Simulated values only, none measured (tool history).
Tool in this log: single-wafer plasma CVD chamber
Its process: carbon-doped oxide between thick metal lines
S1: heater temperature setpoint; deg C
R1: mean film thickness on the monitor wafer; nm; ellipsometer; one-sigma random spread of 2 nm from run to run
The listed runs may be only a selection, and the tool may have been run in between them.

{"run": 1, "hour": 0.0, "S1": 370, "chamber pressure (Torr)": 5.95, "RF power (kW)": 0.58, "deposition time (s)": 106.8, "R1": 572.39}
{"run": 2, "hour": 4.9, "S1": 367, "chamber pressure (Torr)": 6.37, "RF power (kW)": 0.59, "deposition time (s)": 106.8, "R1": 588.76}
{"run": 3, "hour": 13.1, "S1": 364, "chamber pressure (Torr)": 6.72, "RF power (kW)": 0.595, "deposition time (s)": 106.8, "R1": 600.03}
{"run": 4, "hour": 18.8, "S1": 364, "chamber pressure (Torr)": 6.72, "RF power (kW)": 0.595, "deposition time (s)": 106.8, "R1": 598.18}
{"run": 5, "hour": 20.2, "S1": 362, "chamber pressure (Torr)": 7.01, "RF power (kW)": 0.6, "deposition time (s)": 106.8, "R1": 605.7}
{"run": 6, "hour": 28.0, "S1": 362, "chamber pressure (Torr)": 7.01, "RF power (kW)": 0.6, "deposition time (s)": 106.8, "R1": 605.4}
{"run": 7, "hour": 30.0, "S1": 361, "chamber pressure (Torr)": 7.22, "RF power (kW)": 0.605, "deposition time (s)": 106.8, "R1": 612.13}
{"run": 8, "hour": 35.8, "S1": 360, "chamber pressure (Torr)": 7.41, "RF power (kW)": 0.61, "deposition time (s)": 106.8, "R1": 619.34}
{"run": 9, "hour": 39.8, "S1": 359, "chamber pressure (Torr)": 7.57, "RF power (kW)": 0.615, "deposition time (s)": 106.8, "R1": 627.12}

What does the tool deliver on the next run?
{"run": 10, "hour": 41.9, "S1": 358, "chamber pressure (Torr)": 7.67, "RF power (kW)": 0.615, "deposition time (s)": 106.8, "R1": "?"}

Run 10 yielded R1 626.69 nm.
